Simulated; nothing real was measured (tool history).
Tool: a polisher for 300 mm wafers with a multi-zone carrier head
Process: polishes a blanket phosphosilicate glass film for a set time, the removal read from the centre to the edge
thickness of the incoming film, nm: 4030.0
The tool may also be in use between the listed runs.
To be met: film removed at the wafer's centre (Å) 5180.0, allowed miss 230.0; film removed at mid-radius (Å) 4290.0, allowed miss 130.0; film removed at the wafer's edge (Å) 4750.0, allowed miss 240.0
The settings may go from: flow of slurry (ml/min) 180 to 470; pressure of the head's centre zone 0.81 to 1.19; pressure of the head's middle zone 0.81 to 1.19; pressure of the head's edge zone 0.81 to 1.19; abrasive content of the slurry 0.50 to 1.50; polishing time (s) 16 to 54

| run | hour | flow of slurry (ml/min) | pressure of the head's centre zone | pressure of the head's middle zone | pressure of the head's edge zone | abrasive content of the slurry | polishing time (s) | film removed at the wafer's centre (Å) | film removed at mid-radius (Å) | film removed at the wafer's edge (Å) |
|---|---|---|---|---|---|---|---|---|---|---|
| 1 | 0.0 | 300 | 1.00 | 1.00 | 1.00 | 1.00 | 35 | 4947.6 | 5083.7 | 4922.4 |
| 2 | 6.1 | 300 | 1.01 | 0.98 | 1.00 | 1.00 | 35 | 5064.4 | 5005.0 | 5037.6 |
| 3 | 9.2 | 300 | 1.02 | 0.97 | 0.99 | 1.00 | 35 | 4949.0 | 4916.2 | 4856.2 |
| 4 | 15.3 | 300 | 1.02 | 0.97 | 0.99 | 1.00 | 28 | 3924.0 | 3933.8 | 3937.8 |
| 5 | 16.1 | 300 | 1.04 | 0.97 | 1.01 | 1.00 | 28 | 4066.1 | 3953.0 | 3987.3 |
| 6 | 23.9 | 300 | 1.04 | 1.01 | 1.01 | 1.00 | 28 | 4060.7 | 4053.8 | 3982.7 |
| 7 | 25.8 | 300 | 1.06 | 1.01 | 1.03 | 1.00 | 28 | 4171.7 | 4141.1 | 3915.0 |
| 8 | 27.6 | 300 | 1.07 | 0.99 | 1.04 | 1.05 | 28 | 4383.1 | 4113.4 | 4071.0 |
| 9 | 34.4 | 315 | 1.14 | 0.98 | 1.14 | 1.20 | 28 | 4806.2 | 4312.1 | 4515.1 |
| 10 | 40.9 | 315 | 1.15 | 0.97 | 1.14 | 1.20 | 28 | 4915.3 | 4283.0 | 4499.3 |

Which of these 5 next moves meets every target?
| A | 47.4 | 295 | 0.97 | 0.94 | 1.19 | 1.20 | 29 | ? | ? | ? |
| B | 47.4 | 350 | 1.16 | 0.92 | 1.15 | 1.30 | 28 | ? | ? | ? |
| C | 47.4 | 370 | 1.09 | 0.98 | 1.06 | 1.10 | 28 | ? | ? | ? |
| D | 47.4 | 370 | 1.12 | 1.06 | 1.09 | 1.10 | 27 | ? | ? | ? |
| E | 47.4 | 365 | 1.09 | 1.02 | 1.15 | 1.15 | 27 | ? | ? | ? |

| move | film removed at the wafer's centre (Å) | film removed at mid-radius (Å) | film removed at the wafer's edge (Å) |
|---|---|---|---|
| A | 4310.8 | 4371.8 | 4726.1 |
| B | 5217.4 | 4345.1 | 4676.2 |
| C | 4580.2 | 4242.5 | 4184.6 |
| D | 4541.2 | 4324.3 | 4088.3 |
| E | 4502.3 | 4288.5 | 4285.2 |
A: further off than the last run
B: meets every target
C: further off than the last run
D: further off than the last run
E: further off than the last run
The right move is B.
